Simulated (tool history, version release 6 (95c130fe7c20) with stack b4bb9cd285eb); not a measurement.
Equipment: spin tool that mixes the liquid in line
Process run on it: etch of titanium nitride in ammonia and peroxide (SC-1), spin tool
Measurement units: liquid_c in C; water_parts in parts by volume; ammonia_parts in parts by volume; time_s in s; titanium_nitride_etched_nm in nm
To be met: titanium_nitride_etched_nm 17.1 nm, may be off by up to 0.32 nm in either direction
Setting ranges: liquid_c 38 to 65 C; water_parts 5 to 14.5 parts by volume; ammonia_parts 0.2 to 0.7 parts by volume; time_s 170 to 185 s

run  hour  liquid_c  water_parts  ammonia_parts  time_s  titanium_nitride_etched_nm
  1     0        49            8            0.4     170                      8.6021
  2   5.4        49            7            0.4     170                       9.097
  3    11      51.5            7            0.4     170                      10.976
  4  18.4        53            7            0.4     170                      11.985
  5  22.7        53            9            0.4     170                      10.653
  6  23.5        55            9            0.4     170                      12.254
  7  27.8        56            9            0.4     170                      13.077
  8  29.1      60.5            9            0.4     170                      17.384

Below are 4 possible settings for the next run. Only one of them brings all results inside the allowed miss of their targets. Which is it?
  A  30.4        61          9.5            0.4     170                           ?
  B  30.4        58          6.5           0.35     180                           ?
  C  30.4      61.5           10            0.4     170                           ?
  D  30.4      60.5            9           0.35     170                           ?

move  titanium_nitride_etched_nm
   A                      17.491
   B                      18.034
   C                      17.588
   D                      17.001
A: misses by more than the last run did
B: misses by more than the last run did
C: misses by more than the last run did
D: hits every target within its allowed miss
D meets every target.
